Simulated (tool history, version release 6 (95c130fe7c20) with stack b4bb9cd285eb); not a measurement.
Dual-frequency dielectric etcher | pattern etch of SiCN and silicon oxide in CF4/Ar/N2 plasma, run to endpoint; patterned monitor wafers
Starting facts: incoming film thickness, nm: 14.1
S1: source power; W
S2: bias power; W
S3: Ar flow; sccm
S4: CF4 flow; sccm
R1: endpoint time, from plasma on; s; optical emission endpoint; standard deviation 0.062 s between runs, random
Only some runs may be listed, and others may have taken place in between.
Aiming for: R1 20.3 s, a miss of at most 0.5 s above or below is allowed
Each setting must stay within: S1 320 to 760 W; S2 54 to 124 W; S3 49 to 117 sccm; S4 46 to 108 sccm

Run 1, hour 0: S1 540 W, S2 89 W, S3 83 sccm, S4 77 sccm. Result: R1 11.396 s.
Run 2, hour 6.6: S1 510 W, S2 85 W, S3 86 sccm, S4 74 sccm. Result: R1 12.494 s.
Run 3, hour 12.5: S1 510 W, S2 85 W, S3 96 sccm, S4 74 sccm. Result: R1 12.705 s.
Run 4, hour 19.8: S1 510 W, S2 85 W, S3 103 sccm, S4 74 sccm. Result: R1 12.788 s.
Run 5, hour 27.5: S1 510 W, S2 85 W, S3 103 sccm, S4 68 sccm. Result: R1 13.053 s.
Run 6, hour 34.1: S1 430 W, S2 85 W, S3 103 sccm, S4 68 sccm. Result: R1 15.904 s.
Run 7, hour 35.4: S1 420 W, S2 85 W, S3 103 sccm, S4 68 sccm. Result: R1 16.362 s.
Run 8, hour 40.5: S1 410 W, S2 85 W, S3 103 sccm, S4 68 sccm. Result: R1 16.958 s.
Run 9, hour 41.3: S1 400 W, S2 85 W, S3 103 sccm, S4 68 sccm. Result: R1 17.333 s.
Run 10, hour 44.1: S1 390 W, S2 85 W, S3 103 sccm, S4 68 sccm. Result: R1 17.963 s.
Run 11, hour 46.1: S1 380 W, S2 85 W, S3 103 sccm, S4 68 sccm. Result: R1 18.454 s.

Of the 5 settings listed for the next run, only one would bring every result within its allowed miss of target. Which one?
Run A, hour 48.1: S1 340 W, S2 92 W, S3 117 sccm, S4 67 sccm. Result: R1 ?.
Run B, hour 48.1: S1 360 W, S2 85 W, S3 102 sccm, S4 64 sccm. Result: R1 ?.
Run C, hour 48.1: S1 440 W, S2 72 W, S3 96 sccm, S4 75 sccm. Result: R1 ?.
Run D, hour 48.1: S1 360 W, S2 64 W, S3 88 sccm, S4 65 sccm. Result: R1 ?.
Run E, hour 48.1: S1 350 W, S2 75 W, S3 98 sccm, S4 68 sccm. Result: R1 ?.

move      R1
   A  21.308
   B  20.129
   C  15.782
   D   21.52
   E  21.345
A: carries the result that was furthest off beyond its target, to the other side
B: all results land within tolerance of their targets
C: its largest miss is bigger than the last run's
D: carries the result that was furthest off beyond its target, to the other side
E: carries the result that was furthest off beyond its target, to the other side
The right move is B.
